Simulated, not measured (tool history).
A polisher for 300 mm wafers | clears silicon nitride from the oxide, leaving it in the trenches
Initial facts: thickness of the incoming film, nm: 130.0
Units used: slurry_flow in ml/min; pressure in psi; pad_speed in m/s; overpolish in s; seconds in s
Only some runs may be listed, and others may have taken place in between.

run,hour,slurry_flow,pressure,pad_speed,overpolish,seconds
1,0.0,185,2.8,1.10,3,159.40
2,6.9,165,2.8,1.10,3,164.00
3,11.9,165,2.7,1.10,3,167.17
4,13.6,165,2.7,1.32,3,145.59
5,15.3,165,2.7,1.32,3,144.25
6,17.5,165,2.3,1.32,3,165.95

Run 7, settings as shown, results not yet in. Your forecast:
7,21.3,165,2.2,1.32,3,?

seconds: 166.75 s

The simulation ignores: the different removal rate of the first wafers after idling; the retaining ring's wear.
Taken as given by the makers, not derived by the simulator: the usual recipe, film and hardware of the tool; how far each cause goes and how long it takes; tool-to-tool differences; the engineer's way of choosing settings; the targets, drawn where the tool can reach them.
